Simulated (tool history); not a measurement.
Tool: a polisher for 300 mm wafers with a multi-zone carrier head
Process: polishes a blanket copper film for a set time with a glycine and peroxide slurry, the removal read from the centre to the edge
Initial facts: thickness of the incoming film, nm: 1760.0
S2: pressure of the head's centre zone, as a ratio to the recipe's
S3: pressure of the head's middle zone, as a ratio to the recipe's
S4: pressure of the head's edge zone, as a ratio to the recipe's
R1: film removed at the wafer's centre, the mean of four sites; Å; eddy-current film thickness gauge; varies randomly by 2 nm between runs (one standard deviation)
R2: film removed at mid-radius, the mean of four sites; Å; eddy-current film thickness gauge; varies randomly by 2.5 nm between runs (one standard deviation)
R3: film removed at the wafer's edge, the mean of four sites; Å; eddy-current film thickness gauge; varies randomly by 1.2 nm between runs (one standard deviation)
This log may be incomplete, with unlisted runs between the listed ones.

run 1 day=0 | flow_of_slurry_(ml/min)=185 S2=1 S3=1 S4=1 polishing_time_(s)=46 | R1=2078.7 R2=1959.1 R3=1919.1
run 2 day=0.212 | flow_of_slurry_(ml/min)=175 S2=0.96 S3=1.02 S4=0.99 polishing_time_(s)=44 | R1=1863.4 R2=1875.4 R3=1819.4
run 3 day=0.25 | flow_of_slurry_(ml/min)=175 S2=0.96 S3=1.02 S4=0.99 polishing_time_(s)=34 | R1=1459.4 R2=1474.3 R3=1382.8
run 4 day=0.425 | flow_of_slurry_(ml/min)=175 S2=0.96 S3=1.02 S4=1.06 polishing_time_(s)=34 | R1=1471.1 R2=1440.6 R3=1456.7
run 5 day=0.746 | flow_of_slurry_(ml/min)=175 S2=0.96 S3=1.02 S4=1.01 polishing_time_(s)=34 | R1=1430.8 R2=1429.7 R3=1413.1
run 6 day=1.096 | flow_of_slurry_(ml/min)=185 S2=0.94 S3=1.05 S4=1.02 polishing_time_(s)=34 | R1=1425.7 R2=1490.7 R3=1451.5
run 7 day=1.371 | flow_of_slurry_(ml/min)=190 S2=0.93 S3=1.08 S4=1.01 polishing_time_(s)=34 | R1=1378.6 R2=1532.7 R3=1426.8
run 8 day=1.596 | flow_of_slurry_(ml/min)=200 S2=0.93 S3=1.1 S4=1.02 polishing_time_(s)=34 | R1=1430.9 R2=1545.6 R3=1436.4

For run 9, what comes out?
run 9 day=1.654 | flow_of_slurry_(ml/min)=200 S2=0.91 S3=1.12 S4=1.02 polishing_time_(s)=35 | R1=? R2=? R3=?

R1: 1454.8 Å
R2: 1603.5 Å
R3: 1491.5 Å
